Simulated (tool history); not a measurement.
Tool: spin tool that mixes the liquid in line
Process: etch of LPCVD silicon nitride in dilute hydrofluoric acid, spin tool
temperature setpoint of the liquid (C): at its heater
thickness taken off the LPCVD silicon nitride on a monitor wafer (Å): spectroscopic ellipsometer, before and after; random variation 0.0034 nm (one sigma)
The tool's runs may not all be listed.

run    day  temperature setpoint of the liquid (C)  parts of water to one part of 49 % hydrofluoric acid (parts by volume)  time under the liquid (s)  thickness taken off the LPCVD silicon nitride on a monitor wafer (Å)
  1      0                                      23                                                                     130                         75                                                                2.5284
  2  0.321                                      20                                                                     130                         75                                                                 2.064
  3  0.383                                      20                                                                      95                         75                                                                2.8469
  4    0.6                                      21                                                                      95                         75                                                                3.1817
  5  0.762                                    17.5                                                                      95                         75                                                                2.3509
  6  0.879                                    17.5                                                                      95                         75                                                                2.2311
  7  1.112                                      17                                                                     145                         55                                                                1.0841
  8  1.379                                      17                                                                     150                         55                                                                1.0423
  9  1.488                                      17                                                                     155                         55                                                                1.0367

Run 10 comes next. What will it give?
 10  1.688                                      17                                                                     155                         55                                                                     ?

{"run 10": {"thickness taken off the LPCVD silicon nitride on a monitor wafer (Å)": 1.0437}}
